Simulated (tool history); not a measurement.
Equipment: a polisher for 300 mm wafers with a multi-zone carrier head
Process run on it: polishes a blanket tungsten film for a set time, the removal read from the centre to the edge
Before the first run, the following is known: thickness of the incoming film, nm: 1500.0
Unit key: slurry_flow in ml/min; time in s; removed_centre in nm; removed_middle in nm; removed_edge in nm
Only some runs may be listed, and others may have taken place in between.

{"run": 1, "hour": 0.0, "slurry_flow": 230, "centre_zone": 1, "middle_zone": 1, "edge_zone": 1, "slurry_solids": 1, "time": 40, "removed_centre": 145.89, "removed_middle": 142.77, "removed_edge": 147.15}
{"run": 2, "hour": 1.5, "slurry_flow": 230, "centre_zone": 1, "middle_zone": 1, "edge_zone": 1.08, "slurry_solids": 1, "time": 40, "removed_centre": 148.5, "removed_middle": 144.82, "removed_edge": 155.18}
{"run": 3, "hour": 8.4, "slurry_flow": 225, "centre_zone": 0.96, "middle_zone": 0.98, "edge_zone": 1.02, "slurry_solids": 0.85, "time": 39, "removed_centre": 131.18, "removed_middle": 131.91, "removed_edge": 140.31}
{"run": 4, "hour": 16.8, "slurry_flow": 220, "centre_zone": 0.93, "middle_zone": 0.96, "edge_zone": 0.97, "slurry_solids": 0.75, "time": 39, "removed_centre": 122.31, "removed_middle": 125.57, "removed_edge": 130.03}
{"run": 5, "hour": 21.3, "slurry_flow": 215, "centre_zone": 0.91, "middle_zone": 0.94, "edge_zone": 0.95, "slurry_solids": 0.7, "time": 39, "removed_centre": 116.29, "removed_middle": 121.34, "removed_edge": 130.53}
{"run": 6, "hour": 26.3, "slurry_flow": 215, "centre_zone": 0.91, "middle_zone": 0.94, "edge_zone": 1.02, "slurry_solids": 0.7, "time": 39, "removed_centre": 118.01, "removed_middle": 122.66, "removed_edge": 135.71}
{"run": 7, "hour": 35.0, "slurry_flow": 215, "centre_zone": 0.91, "middle_zone": 0.94, "edge_zone": 0.98, "slurry_solids": 0.65, "time": 39, "removed_centre": 112.87, "removed_middle": 118.72, "removed_edge": 127.06}

What will run 8 give?
{"run": 8, "hour": 35.6, "slurry_flow": 210, "centre_zone": 0.91, "middle_zone": 0.94, "edge_zone": 0.96, "slurry_solids": 0.65, "time": 39, "removed_centre": "?", "removed_middle": "?", "removed_edge": "?"}

Logged for run 8: removed_centre 114.69 nm, removed_middle 120.29 nm, removed_edge 126.08 nm.

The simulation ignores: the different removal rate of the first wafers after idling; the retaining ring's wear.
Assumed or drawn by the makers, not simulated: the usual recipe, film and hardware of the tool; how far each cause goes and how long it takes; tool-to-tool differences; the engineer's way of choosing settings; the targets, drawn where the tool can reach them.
